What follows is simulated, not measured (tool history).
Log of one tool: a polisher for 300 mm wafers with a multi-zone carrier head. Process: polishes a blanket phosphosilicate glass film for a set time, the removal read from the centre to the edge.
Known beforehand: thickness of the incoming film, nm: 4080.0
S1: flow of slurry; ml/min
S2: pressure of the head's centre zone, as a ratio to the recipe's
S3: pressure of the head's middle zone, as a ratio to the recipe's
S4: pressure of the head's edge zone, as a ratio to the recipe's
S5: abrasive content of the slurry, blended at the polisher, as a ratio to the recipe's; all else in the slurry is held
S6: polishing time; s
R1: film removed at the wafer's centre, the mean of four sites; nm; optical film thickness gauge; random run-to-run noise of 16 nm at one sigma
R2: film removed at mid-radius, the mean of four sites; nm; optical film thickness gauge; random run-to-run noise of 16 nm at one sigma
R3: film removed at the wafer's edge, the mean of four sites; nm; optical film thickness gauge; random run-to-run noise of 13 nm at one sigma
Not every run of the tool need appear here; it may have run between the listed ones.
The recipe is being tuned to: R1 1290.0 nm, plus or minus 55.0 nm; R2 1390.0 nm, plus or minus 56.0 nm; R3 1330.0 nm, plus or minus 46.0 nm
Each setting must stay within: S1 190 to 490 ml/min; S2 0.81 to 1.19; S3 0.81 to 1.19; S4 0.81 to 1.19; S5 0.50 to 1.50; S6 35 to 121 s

{"run": 1, "hour": 0.0, "S1": 315, "S2": 1.0, "S3": 1.0, "S4": 1.0, "S5": 1.0, "S6": 78, "R1": 1035.1, "R2": 1050.3, "R3": 1047.9}
{"run": 2, "hour": 2.8, "S1": 315, "S2": 1.01, "S3": 1.02, "S4": 1.02, "S5": 1.05, "S6": 78, "R1": 1034.5, "R2": 1094.6, "R3": 1082.7}
{"run": 3, "hour": 6.4, "S1": 365, "S2": 1.01, "S3": 1.02, "S4": 1.02, "S5": 1.05, "S6": 78, "R1": 1099.7, "R2": 1087.3, "R3": 1110.6}
{"run": 4, "hour": 10.0, "S1": 365, "S2": 1.01, "S3": 1.02, "S4": 1.08, "S5": 1.05, "S6": 78, "R1": 1064.7, "R2": 1090.5, "R3": 1117.5}
{"run": 5, "hour": 11.9, "S1": 370, "S2": 1.02, "S3": 1.04, "S4": 1.08, "S5": 1.1, "S6": 78, "R1": 1131.8, "R2": 1122.9, "R3": 1141.6}
{"run": 6, "hour": 17.9, "S1": 365, "S2": 1.01, "S3": 1.06, "S4": 1.08, "S5": 1.15, "S6": 78, "R1": 1119.7, "R2": 1148.1, "R3": 1163.6}
{"run": 7, "hour": 25.7, "S1": 360, "S2": 1.01, "S3": 1.08, "S4": 1.08, "S5": 1.2, "S6": 79, "R1": 1161.0, "R2": 1233.7, "R3": 1180.3}
{"run": 8, "hour": 31.2, "S1": 365, "S2": 1.01, "S3": 1.08, "S4": 1.09, "S5": 1.25, "S6": 79, "R1": 1190.5, "R2": 1221.5, "R3": 1228.3}
{"run": 9, "hour": 35.4, "S1": 365, "S2": 1.01, "S3": 1.09, "S4": 1.09, "S5": 1.3, "S6": 79, "R1": 1203.5, "R2": 1291.9, "R3": 1225.2}
{"run": 10, "hour": 37.0, "S1": 370, "S2": 1.01, "S3": 1.09, "S4": 1.1, "S5": 1.35, "S6": 79, "R1": 1211.4, "R2": 1267.6, "R3": 1276.3}
{"run": 11, "hour": 44.5, "S1": 375, "S2": 1.01, "S3": 1.1, "S4": 1.1, "S5": 1.35, "S6": 79, "R1": 1234.7, "R2": 1275.5, "R3": 1257.9}
{"run": 12, "hour": 52.8, "S1": 375, "S2": 1.01, "S3": 1.11, "S4": 1.1, "S5": 1.35, "S6": 79, "R1": 1208.1, "R2": 1299.6, "R3": 1280.0}

Which of these 4 next moves meets every target?
{"run": "A", "hour": 61.1, "S1": 425, "S2": 0.86, "S3": 1.12, "S4": 1.11, "S5": 1.5, "S6": 81, "R1": "?", "R2": "?", "R3": "?"}
{"run": "B", "hour": 61.1, "S1": 485, "S2": 0.9, "S3": 0.93, "S4": 1.19, "S5": 1.45, "S6": 78, "R1": "?", "R2": "?", "R3": "?"}
{"run": "C", "hour": 61.1, "S1": 395, "S2": 1.01, "S3": 1.12, "S4": 1.09, "S5": 1.25, "S6": 86, "R1": "?", "R2": "?", "R3": "?"}
{"run": "D", "hour": 61.1, "S1": 420, "S2": 0.96, "S3": 1.09, "S4": 1.16, "S5": 1.4, "S6": 78, "R1": "?", "R2": "?", "R3": "?"}

move=A R1=1115.4 R2=1431.2 R3=1358.1
move=B R1=1113.7 R2=1171.8 R3=1339.0
move=C R1=1271.7 R2=1408.6 R3=1329.7
move=D R1=1156.1 R2=1310.7 R3=1296.5
A: brings the result that was furthest off to its target, and leaves another outside
B: the biggest miss grows against the last run
C: meets every target
D: the biggest miss grows against the last run
C meets every target.
